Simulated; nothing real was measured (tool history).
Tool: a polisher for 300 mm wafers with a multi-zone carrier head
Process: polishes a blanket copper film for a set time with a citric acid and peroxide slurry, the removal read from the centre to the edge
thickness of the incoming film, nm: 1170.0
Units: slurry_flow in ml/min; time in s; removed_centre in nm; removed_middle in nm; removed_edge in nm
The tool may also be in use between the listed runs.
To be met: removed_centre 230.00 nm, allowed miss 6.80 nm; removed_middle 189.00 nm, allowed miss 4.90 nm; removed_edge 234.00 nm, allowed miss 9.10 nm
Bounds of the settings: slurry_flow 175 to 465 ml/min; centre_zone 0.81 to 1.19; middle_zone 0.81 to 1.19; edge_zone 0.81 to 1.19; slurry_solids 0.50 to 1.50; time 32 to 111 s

| run | hour | slurry_flow | centre_zone | middle_zone | edge_zone | slurry_solids | time | removed_centre | removed_middle | removed_edge |
|---|---|---|---|---|---|---|---|---|---|---|
| 1 | 0.0 | 295 | 1.00 | 1.00 | 1.00 | 1.00 | 71 | 178.42 | 178.39 | 179.97 |
| 2 | 1.1 | 295 | 1.00 | 1.00 | 0.92 | 1.00 | 71 | 180.11 | 178.51 | 173.94 |
| 3 | 7.9 | 365 | 1.00 | 1.00 | 0.92 | 1.00 | 71 | 185.16 | 180.57 | 179.66 |
| 4 | 15.3 | 365 | 1.05 | 1.00 | 0.92 | 1.00 | 71 | 192.75 | 182.12 | 176.21 |
| 5 | 23.7 | 375 | 1.05 | 0.97 | 0.95 | 1.10 | 72 | 198.71 | 182.86 | 182.80 |
| 6 | 27.4 | 385 | 1.05 | 0.94 | 0.98 | 1.15 | 73 | 207.36 | 182.44 | 190.86 |
| 7 | 34.9 | 390 | 1.04 | 0.92 | 1.01 | 1.20 | 74 | 205.31 | 184.28 | 200.75 |
| 8 | 36.6 | 395 | 1.05 | 0.91 | 1.03 | 1.25 | 74 | 210.55 | 185.93 | 205.60 |
| 9 | 40.6 | 400 | 1.06 | 0.90 | 1.05 | 1.30 | 74 | 217.45 | 184.41 | 203.38 |
| 10 | 46.3 | 405 | 1.05 | 0.89 | 1.06 | 1.35 | 75 | 218.61 | 186.21 | 212.46 |
| 11 | 49.9 | 405 | 1.05 | 0.88 | 1.08 | 1.35 | 75 | 220.98 | 185.21 | 215.65 |
| 12 | 54.7 | 405 | 1.05 | 0.88 | 1.09 | 1.35 | 75 | 216.82 | 187.73 | 217.01 |
| 13 | 56.5 | 405 | 1.05 | 0.87 | 1.10 | 1.35 | 75 | 217.77 | 181.18 | 215.47 |

4 next moves are on the table. One of them brings every result within its allowed miss. Which?
| A | 58.3 | 455 | 1.02 | 0.82 | 1.09 | 1.35 | 81 | ? | ? | ? |
| B | 58.3 | 420 | 1.08 | 0.81 | 1.07 | 1.30 | 77 | ? | ? | ? |
| C | 58.3 | 355 | 1.16 | 0.88 | 1.02 | 1.20 | 73 | ? | ? | ? |
| D | 58.3 | 440 | 1.08 | 0.95 | 1.02 | 1.50 | 71 | ? | ? | ? |

| move | removed_centre | removed_middle | removed_edge |
|---|---|---|---|
| A | 233.86 | 189.39 | 235.08 |
| B | 231.04 | 175.73 | 218.64 |
| C | 226.76 | 172.81 | 196.66 |
| D | 220.98 | 191.51 | 203.45 |
A: meets every target
B: further off than the last run
C: further off than the last run
D: further off than the last run
The right move is A.
